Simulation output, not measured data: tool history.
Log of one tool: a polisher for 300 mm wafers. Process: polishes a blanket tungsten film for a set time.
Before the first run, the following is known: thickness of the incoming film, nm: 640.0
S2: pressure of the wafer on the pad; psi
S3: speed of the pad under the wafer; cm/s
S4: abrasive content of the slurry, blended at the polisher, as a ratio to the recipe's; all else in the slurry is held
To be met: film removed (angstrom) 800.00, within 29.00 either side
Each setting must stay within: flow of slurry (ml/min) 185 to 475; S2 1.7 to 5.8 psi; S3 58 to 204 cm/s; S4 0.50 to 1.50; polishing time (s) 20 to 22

Run 1, hour 0.0: flow of slurry (ml/min) 305, S2 3.7 psi, S3 130 cm/s, S4 1.00, polishing time (s) 22. Result: film removed (angstrom) 1205.70.
Run 2, hour 7.3: flow of slurry (ml/min) 305, S2 3.3 psi, S3 130 cm/s, S4 1.00, polishing time (s) 22. Result: film removed (angstrom) 1098.70.
Run 3, hour 8.0: flow of slurry (ml/min) 305, S2 3.9 psi, S3 130 cm/s, S4 1.00, polishing time (s) 22. Result: film removed (angstrom) 1267.20.
Run 4, hour 15.4: flow of slurry (ml/min) 305, S2 3.5 psi, S3 130 cm/s, S4 1.00, polishing time (s) 22. Result: film removed (angstrom) 1146.40.
Run 5, hour 21.1: flow of slurry (ml/min) 305, S2 2.8 psi, S3 130 cm/s, S4 1.00, polishing time (s) 22. Result: film removed (angstrom) 919.29.
Run 6, hour 25.6: flow of slurry (ml/min) 305, S2 2.7 psi, S3 130 cm/s, S4 1.00, polishing time (s) 22. Result: film removed (angstrom) 894.66.
Run 7, hour 27.5: flow of slurry (ml/min) 305, S2 2.6 psi, S3 130 cm/s, S4 1.00, polishing time (s) 22. Result: film removed (angstrom) 862.80.
Run 8, hour 31.8: flow of slurry (ml/min) 305, S2 2.5 psi, S3 130 cm/s, S4 1.00, polishing time (s) 22. Result: film removed (angstrom) 837.44.

Below are 4 possible settings for the next run. Only one of them brings all results inside the allowed miss of their targets. Which is it?
Run A, hour 36.1: flow of slurry (ml/min) 255, S2 2.9 psi, S3 112 cm/s, S4 0.75, polishing time (s) 22. Result: film removed (angstrom) ?.
Run B, hour 36.1: flow of slurry (ml/min) 295, S2 2.5 psi, S3 146 cm/s, S4 0.80, polishing time (s) 22. Result: film removed (angstrom) ?.
Run C, hour 36.1: flow of slurry (ml/min) 275, S2 2.1 psi, S3 138 cm/s, S4 1.30, polishing time (s) 22. Result: film removed (angstrom) ?.
Run D, hour 36.1: flow of slurry (ml/min) 295, S2 2.2 psi, S3 132 cm/s, S4 1.30, polishing time (s) 20. Result: film removed (angstrom) ?.

move  film removed (angstrom)
   A                   754.91
   B                   877.74
   C                   806.32
   D                   739.10
A: carries the result that was furthest off beyond its target, to the other side
B: lands further from the targets than the last run did
C: hits every target within its allowed miss
D: carries the result that was furthest off beyond its target, to the other side
C meets every target.

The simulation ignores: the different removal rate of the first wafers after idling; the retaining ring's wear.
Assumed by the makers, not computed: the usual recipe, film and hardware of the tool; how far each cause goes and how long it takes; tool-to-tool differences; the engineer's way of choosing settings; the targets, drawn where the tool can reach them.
